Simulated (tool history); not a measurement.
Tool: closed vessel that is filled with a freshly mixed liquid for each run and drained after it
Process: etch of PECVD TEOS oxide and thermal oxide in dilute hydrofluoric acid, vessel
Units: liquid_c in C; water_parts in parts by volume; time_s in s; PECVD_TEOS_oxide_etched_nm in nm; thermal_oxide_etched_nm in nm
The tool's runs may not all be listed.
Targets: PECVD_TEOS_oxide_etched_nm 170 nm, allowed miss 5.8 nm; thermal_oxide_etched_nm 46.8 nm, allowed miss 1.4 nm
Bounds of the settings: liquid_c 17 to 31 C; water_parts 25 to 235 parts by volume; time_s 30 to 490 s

run 1 day=0 | liquid_c=23 water_parts=130 time_s=250 | PECVD_TEOS_oxide_etched_nm=29.559 thermal_oxide_etched_nm=8.1945
run 2 day=0.25 | liquid_c=25.5 water_parts=95 time_s=290 | PECVD_TEOS_oxide_etched_nm=54.57 thermal_oxide_etched_nm=15.075
run 3 day=0.467 | liquid_c=27.5 water_parts=70 time_s=310 | PECVD_TEOS_oxide_etched_nm=88.95 thermal_oxide_etched_nm=24.493
run 4 day=0.521 | liquid_c=28.5 water_parts=55 time_s=310 | PECVD_TEOS_oxide_etched_nm=120.37 thermal_oxide_etched_nm=32.783
run 5 day=0.892 | liquid_c=28.5 water_parts=55 time_s=275 | PECVD_TEOS_oxide_etched_nm=106.06 thermal_oxide_etched_nm=29.24
run 6 day=0.979 | liquid_c=28.5 water_parts=55 time_s=190 | PECVD_TEOS_oxide_etched_nm=73.213 thermal_oxide_etched_nm=20.2
run 7 day=1.117 | liquid_c=29.5 water_parts=45 time_s=220 | PECVD_TEOS_oxide_etched_nm=109.39 thermal_oxide_etched_nm=29.894
run 8 day=1.479 | liquid_c=30 water_parts=40 time_s=230 | PECVD_TEOS_oxide_etched_nm=132.69 thermal_oxide_etched_nm=36.703
run 9 day=1.65 | liquid_c=30.5 water_parts=35 time_s=230 | PECVD_TEOS_oxide_etched_nm=154.52 thermal_oxide_etched_nm=42.543
run 10 day=1.912 | liquid_c=31 water_parts=30 time_s=230 | PECVD_TEOS_oxide_etched_nm=186.4 thermal_oxide_etched_nm=51.201
run 11 day=2.029 | liquid_c=30.5 water_parts=30 time_s=230 | PECVD_TEOS_oxide_etched_nm=186.1 thermal_oxide_etched_nm=50.447
run 12 day=2.233 | liquid_c=30.5 water_parts=30 time_s=230 | PECVD_TEOS_oxide_etched_nm=183.06 thermal_oxide_etched_nm=50.785

Which of these 4 next moves meets every target?
run A day=2.438 | liquid_c=31 water_parts=25 time_s=200 | PECVD_TEOS_oxide_etched_nm=? thermal_oxide_etched_nm=?
run B day=2.438 | liquid_c=26.5 water_parts=25 time_s=240 | PECVD_TEOS_oxide_etched_nm=? thermal_oxide_etched_nm=?
run C day=2.438 | liquid_c=30.5 water_parts=40 time_s=290 | PECVD_TEOS_oxide_etched_nm=? thermal_oxide_etched_nm=?
run D day=2.438 | liquid_c=26 water_parts=25 time_s=200 | PECVD_TEOS_oxide_etched_nm=? thermal_oxide_etched_nm=?

move=A PECVD_TEOS_oxide_etched_nm=198.84 thermal_oxide_etched_nm=53.867
move=B PECVD_TEOS_oxide_etched_nm=198.76 thermal_oxide_etched_nm=53.844
move=C PECVD_TEOS_oxide_etched_nm=172.44 thermal_oxide_etched_nm=46.716
move=D PECVD_TEOS_oxide_etched_nm=162.24 thermal_oxide_etched_nm=43.952
A: further off than the last run
B: further off than the last run
C: meets every target
D: takes the result that was furthest off past its target
The right move is C.
